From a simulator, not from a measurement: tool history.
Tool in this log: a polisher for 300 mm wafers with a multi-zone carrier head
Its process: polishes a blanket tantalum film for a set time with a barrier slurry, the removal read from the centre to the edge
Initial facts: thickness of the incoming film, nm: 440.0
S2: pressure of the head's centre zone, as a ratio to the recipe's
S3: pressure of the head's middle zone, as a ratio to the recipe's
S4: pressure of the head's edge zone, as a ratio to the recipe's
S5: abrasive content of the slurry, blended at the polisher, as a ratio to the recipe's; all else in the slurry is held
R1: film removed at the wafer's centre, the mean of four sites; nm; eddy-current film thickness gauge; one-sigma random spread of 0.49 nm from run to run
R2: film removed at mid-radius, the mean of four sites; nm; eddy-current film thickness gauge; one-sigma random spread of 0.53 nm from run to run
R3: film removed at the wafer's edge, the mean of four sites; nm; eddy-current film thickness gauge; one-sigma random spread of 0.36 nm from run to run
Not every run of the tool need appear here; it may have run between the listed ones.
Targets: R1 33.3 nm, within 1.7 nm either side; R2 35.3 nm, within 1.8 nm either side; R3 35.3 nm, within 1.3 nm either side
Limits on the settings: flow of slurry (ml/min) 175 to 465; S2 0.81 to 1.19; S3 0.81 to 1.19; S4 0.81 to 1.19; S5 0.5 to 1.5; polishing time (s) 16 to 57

{"run": 1, "day": 0.0, "flow of slurry (ml/min)": 295, "S2": 1, "S3": 1, "S4": 1, "S5": 1, "polishing time (s)": 36, "R1": 60.884, "R2": 57.59, "R3": 59.33}
{"run": 2, "day": 0.35, "flow of slurry (ml/min)": 295, "S2": 1, "S3": 0.92, "S4": 1, "S5": 1, "polishing time (s)": 36, "R1": 59.724, "R2": 53.941, "R3": 60.948}
{"run": 3, "day": 0.408, "flow of slurry (ml/min)": 290, "S2": 0.97, "S3": 0.94, "S4": 0.98, "S5": 0.85, "polishing time (s)": 33, "R1": 51.07, "R2": 47.105, "R3": 50.481}
{"run": 4, "day": 0.438, "flow of slurry (ml/min)": 285, "S2": 0.93, "S3": 0.94, "S4": 0.98, "S5": 0.75, "polishing time (s)": 32, "R1": 45.579, "R2": 43.314, "R3": 47.908}
{"run": 5, "day": 0.583, "flow of slurry (ml/min)": 285, "S2": 0.93, "S3": 0.94, "S4": 0.98, "S5": 0.85, "polishing time (s)": 32, "R1": 47.184, "R2": 47.043, "R3": 49.849}
{"run": 6, "day": 0.867, "flow of slurry (ml/min)": 285, "S2": 0.91, "S3": 0.94, "S4": 0.96, "S5": 0.75, "polishing time (s)": 31, "R1": 43.119, "R2": 42.649, "R3": 44.329}
{"run": 7, "day": 1.0, "flow of slurry (ml/min)": 280, "S2": 0.88, "S3": 0.93, "S4": 0.94, "S5": 0.7, "polishing time (s)": 31, "R1": 39.674, "R2": 40.161, "R3": 43.162}
{"run": 8, "day": 1.346, "flow of slurry (ml/min)": 280, "S2": 0.87, "S3": 0.94, "S4": 0.91, "S5": 0.65, "polishing time (s)": 31, "R1": 38.257, "R2": 39.695, "R3": 41.252}
{"run": 9, "day": 1.667, "flow of slurry (ml/min)": 280, "S2": 0.86, "S3": 0.94, "S4": 0.89, "S5": 0.6, "polishing time (s)": 31, "R1": 35.896, "R2": 38.066, "R3": 39.583}
{"run": 10, "day": 1.771, "flow of slurry (ml/min)": 280, "S2": 0.87, "S3": 0.94, "S4": 0.87, "S5": 0.55, "polishing time (s)": 31, "R1": 34.668, "R2": 36.558, "R3": 37.171}
{"run": 11, "day": 2.096, "flow of slurry (ml/min)": 280, "S2": 0.87, "S3": 0.94, "S4": 0.86, "S5": 0.55, "polishing time (s)": 31, "R1": 34.018, "R2": 36.246, "R3": 36.63}

Below are 4 possible settings for the next run. Only one of them brings all results inside the allowed miss of their targets. Which is it?
{"run": "A", "day": 2.421, "flow of slurry (ml/min)": 265, "S2": 0.84, "S3": 1.04, "S4": 0.81, "S5": 0.55, "polishing time (s)": 28, "R1": "?", "R2": "?", "R3": "?"}
{"run": "B", "day": 2.421, "flow of slurry (ml/min)": 265, "S2": 0.87, "S3": 0.97, "S4": 0.86, "S5": 0.95, "polishing time (s)": 23, "R1": "?", "R2": "?", "R3": "?"}
{"run": "C", "day": 2.421, "flow of slurry (ml/min)": 285, "S2": 0.93, "S3": 0.87, "S4": 0.87, "S5": 0.5, "polishing time (s)": 30, "R1": "?", "R2": "?", "R3": "?"}
{"run": "D", "day": 2.421, "flow of slurry (ml/min)": 275, "S2": 0.87, "S3": 0.84, "S4": 0.94, "S5": 0.5, "polishing time (s)": 33, "R1": "?", "R2": "?", "R3": "?"}

move=A R1=30.945 R2=34.85 R3=32.367
move=B R1=33.806 R2=35.057 R3=35.304
move=C R1=34.218 R2=30.9 R3=33.927
move=D R1=35.424 R2=33 R3=38.572
A: takes the result that was furthest off past its target
B: every result within its allowed miss
C: takes the result that was furthest off past its target
D: moves away from the targets compared with the last run
The right move is B.

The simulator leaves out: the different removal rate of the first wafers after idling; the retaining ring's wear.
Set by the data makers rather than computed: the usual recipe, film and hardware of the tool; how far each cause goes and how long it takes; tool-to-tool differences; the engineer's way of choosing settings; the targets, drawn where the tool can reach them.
